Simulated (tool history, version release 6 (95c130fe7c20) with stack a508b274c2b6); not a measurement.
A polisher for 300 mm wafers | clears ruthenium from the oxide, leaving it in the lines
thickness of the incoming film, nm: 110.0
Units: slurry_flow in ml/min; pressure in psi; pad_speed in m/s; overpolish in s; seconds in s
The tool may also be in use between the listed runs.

run 1 day=0 | slurry_flow=210 pressure=2.5 pad_speed=0.76 overpolish=10 | seconds=101.83
run 2 day=0.117 | slurry_flow=210 pressure=2.5 pad_speed=0.76 overpolish=10 | seconds=102.55
run 3 day=0.446 | slurry_flow=205 pressure=2 pad_speed=0.7 overpolish=10 | seconds=128.85
run 4 day=0.633 | slurry_flow=200 pressure=1.7 pad_speed=0.62 overpolish=10 | seconds=159.81
run 5 day=0.692 | slurry_flow=200 pressure=1.7 pad_speed=0.68 overpolish=10 | seconds=144.14
run 6 day=0.875 | slurry_flow=200 pressure=1.5 pad_speed=0.62 overpolish=10 | seconds=173.26
run 7 day=0.925 | slurry_flow=200 pressure=1.4 pad_speed=0.6 overpolish=10 | seconds=187.24

Run 8 comes next. What will it give?
run 8 day=1.279 | slurry_flow=200 pressure=1.3 pad_speed=0.58 overpolish=10 | seconds=?

{"run 8": {"seconds": 196.11}}

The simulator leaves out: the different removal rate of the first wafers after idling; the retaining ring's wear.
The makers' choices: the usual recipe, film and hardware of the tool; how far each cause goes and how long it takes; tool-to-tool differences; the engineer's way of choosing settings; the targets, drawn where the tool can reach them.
